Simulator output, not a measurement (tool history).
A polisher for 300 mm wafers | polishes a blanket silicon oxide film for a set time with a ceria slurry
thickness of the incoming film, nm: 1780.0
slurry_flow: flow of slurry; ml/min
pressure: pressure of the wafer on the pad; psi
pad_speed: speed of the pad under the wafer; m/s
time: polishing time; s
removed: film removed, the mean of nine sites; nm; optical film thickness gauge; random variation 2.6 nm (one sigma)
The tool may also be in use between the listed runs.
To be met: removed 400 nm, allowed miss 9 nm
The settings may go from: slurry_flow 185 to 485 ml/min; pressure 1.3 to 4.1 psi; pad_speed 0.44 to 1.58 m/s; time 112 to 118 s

run,hour,slurry_flow,pressure,pad_speed,time,removed
1,0,310,2.7,1,112,341.58
2,1.2,240,2.7,1,112,335.03
3,3.2,240,2.7,1,112,335.25
4,11.7,240,2.8,1,112,349.4
5,16.9,245,3,1,112,374.88
6,19,245,2.8,1,112,347.59
7,20.6,250,2.8,1,112,352
8,24.2,260,3,1,112,375.51
9,29,265,3.1,1,112,386.73

Which of these 4 next moves meets every target?
A,33.8,215,2.9,1.06,118,?
B,33.8,200,3.2,0.92,118,?
C,33.8,245,3.1,0.96,112,?
D,33.8,350,3.6,0.76,117,?

move,removed
A,398.98
B,378.5
C,372.01
D,369.71
A: meets every target
B: further off than the last run
C: further off than the last run
D: further off than the last run
Answer: A
